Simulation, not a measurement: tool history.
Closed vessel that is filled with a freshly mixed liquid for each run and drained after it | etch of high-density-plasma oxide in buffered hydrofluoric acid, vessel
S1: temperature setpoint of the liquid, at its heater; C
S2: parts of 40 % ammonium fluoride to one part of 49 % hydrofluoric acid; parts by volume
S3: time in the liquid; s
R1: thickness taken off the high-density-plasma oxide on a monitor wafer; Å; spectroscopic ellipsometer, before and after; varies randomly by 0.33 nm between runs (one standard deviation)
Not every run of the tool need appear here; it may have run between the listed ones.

run,hour,S1,S2,S3,R1
1,0.0,24.0,13,90,1039.00
2,8.3,23.0,13,90,987.38
3,10.3,22.0,13,90,928.41
4,18.8,22.0,13,100,1037.00
5,23.7,21.0,13,100,979.39
6,24.8,20.5,13,100,948.35
7,33.2,20.0,13,100,923.28

Estimate the outcome of run 8 from the log above:
8,41.8,19.5,13,100,?

{"run 8": {"R1": 900.2}}
